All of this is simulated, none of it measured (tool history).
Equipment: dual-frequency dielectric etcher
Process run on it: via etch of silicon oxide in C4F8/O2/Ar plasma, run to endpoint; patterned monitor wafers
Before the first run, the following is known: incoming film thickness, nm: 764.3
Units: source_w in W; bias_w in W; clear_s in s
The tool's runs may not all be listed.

run 1 day=0.000 | source_w=1390 bias_w=2073 | clear_s=181.79
run 2 day=0.279 | source_w=1600 bias_w=2073 | clear_s=169.14
run 3 day=0.417 | source_w=1600 bias_w=2210 | clear_s=164.77
run 4 day=0.538 | source_w=1600 bias_w=2550 | clear_s=160.60
run 5 day=0.700 | source_w=1600 bias_w=2902 | clear_s=152.35
run 6 day=0.908 | source_w=1370 bias_w=2830 | clear_s=164.46
run 7 day=1.075 | source_w=1210 bias_w=2778 | clear_s=177.06

Run 8 has not been measured yet. What should we expect?
run 8 day=1.412 | source_w=980 bias_w=2728 | clear_s=?

{"run 8": {"clear_s": 199.54}}
